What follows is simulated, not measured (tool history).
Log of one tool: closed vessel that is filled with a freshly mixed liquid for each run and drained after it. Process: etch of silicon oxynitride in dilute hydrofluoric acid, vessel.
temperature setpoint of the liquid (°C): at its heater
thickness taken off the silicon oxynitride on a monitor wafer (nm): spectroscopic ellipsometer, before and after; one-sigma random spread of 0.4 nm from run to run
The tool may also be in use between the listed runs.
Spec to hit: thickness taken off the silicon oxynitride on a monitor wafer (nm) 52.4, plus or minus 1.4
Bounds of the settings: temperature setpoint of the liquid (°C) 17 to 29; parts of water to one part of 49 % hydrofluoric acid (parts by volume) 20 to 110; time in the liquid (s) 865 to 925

run,hour,temperature setpoint of the liquid (°C),parts of water to one part of 49 % hydrofluoric acid (parts by volume),time in the liquid (s),thickness taken off the silicon oxynitride on a monitor wafer (nm)
1,0,21,60,865,26.357
2,7.6,22.5,60,865,28.33
3,16.2,24.5,60,865,30.99
4,25.4,24.5,60,865,30.741
5,33.8,27,60,865,35.174
6,39.1,29,60,865,38.68
7,41.3,29,40,865,59.233
8,44.8,28,40,865,56.154
9,52.2,27.5,40,865,55.225

Below are 5 possible settings for the next run. Only one of them brings all results inside the allowed miss of their targets. Which is it?
A,59.6,25.5,35,870,?
B,59.6,28,45,865,?
C,59.6,22.5,35,925,?
D,59.6,29,50,915,?
E,59.6,25.5,40,865,?

move,thickness taken off the silicon oxynitride on a monitor wafer (nm)
A,57.948
B,50.108
C,53.141
D,49.77
E,50.214
A: moves away from the targets compared with the last run
B: the result that was furthest off in the last run now lies on the other side of its target
C: all results in spec
D: the result that was furthest off in the last run now lies on the other side of its target
E: the result that was furthest off in the last run now lies on the other side of its target
The right move is C.
